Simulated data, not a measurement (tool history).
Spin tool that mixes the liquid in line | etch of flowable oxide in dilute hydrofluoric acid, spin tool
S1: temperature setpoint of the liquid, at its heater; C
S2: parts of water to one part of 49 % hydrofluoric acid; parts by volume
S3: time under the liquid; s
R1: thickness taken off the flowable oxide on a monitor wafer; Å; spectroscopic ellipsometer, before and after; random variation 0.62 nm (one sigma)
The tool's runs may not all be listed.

run  hour    S1   S2   S3      R1
  1     0    23  130  310  620.77
  2     5    24  125  310  673.78
  3  10.3    24  125  310  673.29
  4    12    24   85  310  1043.4
  5  14.7    24   85  310  1043.7
  6  21.7  24.5   85  310  1061.6
  7  22.6    25   85  310  1091.3
  8    28  25.5   85  310    1099

Run 9 comes next. What will it give?
  9  33.5  26  85  310   ?

R1: 1128.5 Å
